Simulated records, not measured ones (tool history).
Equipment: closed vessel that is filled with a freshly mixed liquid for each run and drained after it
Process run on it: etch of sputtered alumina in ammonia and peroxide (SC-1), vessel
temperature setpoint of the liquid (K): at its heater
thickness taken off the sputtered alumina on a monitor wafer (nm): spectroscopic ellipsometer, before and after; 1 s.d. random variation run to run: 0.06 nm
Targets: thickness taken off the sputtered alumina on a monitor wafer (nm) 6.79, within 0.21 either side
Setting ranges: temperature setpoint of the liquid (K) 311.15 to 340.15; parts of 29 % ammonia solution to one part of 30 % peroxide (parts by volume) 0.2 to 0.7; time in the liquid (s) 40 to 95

| run | hour | temperature setpoint of the liquid (K) | parts of 29 % ammonia solution to one part of 30 % peroxide (parts by volume) | time in the liquid (s) | thickness taken off the sputtered alumina on a monitor wafer (nm) |
|---|---|---|---|---|---|
| 1 | 0 | 324.15 | 0.4 | 95 | 4.1851 |
| 2 | 5.9 | 325.65 | 0.4 | 95 | 4.476 |
| 3 | 11.6 | 325.65 | 0.4 | 95 | 4.47 |
| 4 | 12.7 | 325.65 | 0.5 | 95 | 4.5814 |
| 5 | 19.2 | 326.65 | 0.5 | 95 | 4.8145 |
| 6 | 21.1 | 326.65 | 0.4 | 95 | 4.7139 |
| 7 | 21.9 | 327.65 | 0.4 | 95 | 4.9985 |
| 8 | 25.8 | 328.65 | 0.4 | 95 | 5.3207 |
| 9 | 28 | 329.15 | 0.4 | 95 | 5.4386 |
| 10 | 29.7 | 329.65 | 0.4 | 95 | 5.5891 |

Exercise: of the 4 proposed moves below, exactly one satisfies all targets within the stated allowed misses. Which move is it?
| A | 31.4 | 333.15 | 0.4 | 95 | ? |
| B | 31.4 | 336.15 | 0.35 | 95 | ? |
| C | 31.4 | 334.15 | 0.55 | 95 | ? |
| D | 31.4 | 336.65 | 0.55 | 95 | ? |

| move | thickness taken off the sputtered alumina on a monitor wafer (nm) |
|---|---|
| A | 6.7205 |
| B | 7.7295 |
| C | 7.2895 |
| D | 8.2717 |
A: all results in spec
B: pushes the last run's worst result past its target
C: pushes the last run's worst result past its target
D: pushes the last run's worst result past its target
Correct choice: A, which meets every target
